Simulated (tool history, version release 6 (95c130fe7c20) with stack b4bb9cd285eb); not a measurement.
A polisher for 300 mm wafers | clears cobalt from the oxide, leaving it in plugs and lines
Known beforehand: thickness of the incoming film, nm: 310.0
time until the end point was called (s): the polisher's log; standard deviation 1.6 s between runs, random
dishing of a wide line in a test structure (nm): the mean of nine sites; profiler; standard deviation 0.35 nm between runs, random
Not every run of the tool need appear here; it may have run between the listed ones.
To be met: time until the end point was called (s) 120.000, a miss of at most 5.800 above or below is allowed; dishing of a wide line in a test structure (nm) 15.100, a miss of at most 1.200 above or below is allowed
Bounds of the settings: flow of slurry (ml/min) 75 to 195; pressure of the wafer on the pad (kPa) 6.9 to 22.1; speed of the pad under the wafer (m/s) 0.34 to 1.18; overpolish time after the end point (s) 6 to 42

| run | hour | flow of slurry (ml/min) | pressure of the wafer on the pad (kPa) | speed of the pad under the wafer (m/s) | overpolish time after the end point (s) | time until the end point was called (s) | dishing of a wide line in a test structure (nm) |
|---|---|---|---|---|---|---|---|
| 1 | 0.0 | 125 | 14.5 | 0.76 | 21 | 68.102 | 45.083 |
| 2 | 5.6 | 125 | 14.5 | 0.88 | 21 | 60.218 | 49.808 |
| 3 | 10.4 | 125 | 14.5 | 0.88 | 17 | 58.848 | 44.337 |
| 4 | 15.2 | 125 | 14.5 | 0.88 | 20 | 59.103 | 46.881 |
| 5 | 17.1 | 145 | 14.5 | 0.88 | 20 | 57.423 | 49.554 |
| 6 | 18.2 | 135 | 14.5 | 0.78 | 18 | 63.856 | 43.450 |
| 7 | 24.9 | 125 | 13.8 | 0.70 | 16 | 76.650 | 38.223 |
| 8 | 29.6 | 115 | 13.8 | 0.64 | 14 | 83.107 | 33.523 |
| 9 | 33.9 | 110 | 13.8 | 0.58 | 13 | 94.266 | 29.212 |
| 10 | 40.0 | 105 | 14.5 | 0.54 | 12 | 95.261 | 26.730 |
| 11 | 42.7 | 100 | 14.5 | 0.50 | 11 | 106.520 | 25.412 |
| 12 | 45.2 | 135 | 10.3 | 0.64 | 6 | 109.280 | 14.189 |
| 13 | 52.7 | 130 | 10.3 | 0.64 | 6 | 110.200 | 13.974 |
| 14 | 58.5 | 130 | 10.3 | 0.64 | 6 | 109.790 | 14.469 |
| 15 | 66.2 | 125 | 10.3 | 0.64 | 6 | 109.000 | 14.197 |
| 16 | 67.1 | 125 | 10.3 | 0.64 | 7 | 111.440 | 16.117 |

Which one of the following 4 next-run settings gets every result inside its allowed miss? There is exactly one.
| A | 68.0 | 140 | 11.0 | 0.54 | 6 | ? | ? |
| B | 68.0 | 130 | 8.3 | 0.72 | 7 | ? | ? |
| C | 68.0 | 115 | 10.3 | 0.56 | 9 | ? | ? |
| D | 68.0 | 115 | 9.0 | 0.60 | 6 | ? | ? |

| move | time until the end point was called (s) | dishing of a wide line in a test structure (nm) |
|---|---|---|
| A | 121.430 | 12.939 |
| B | 122.430 | 14.684 |
| C | 128.430 | 17.435 |
| D | 137.800 | 11.575 |
A: meets the target for the result that was furthest off, but another lies outside its allowed miss
B: each result inside its tolerance
C: takes the result that was furthest off past its target
D: takes the result that was furthest off past its target
Move B is the one to make.
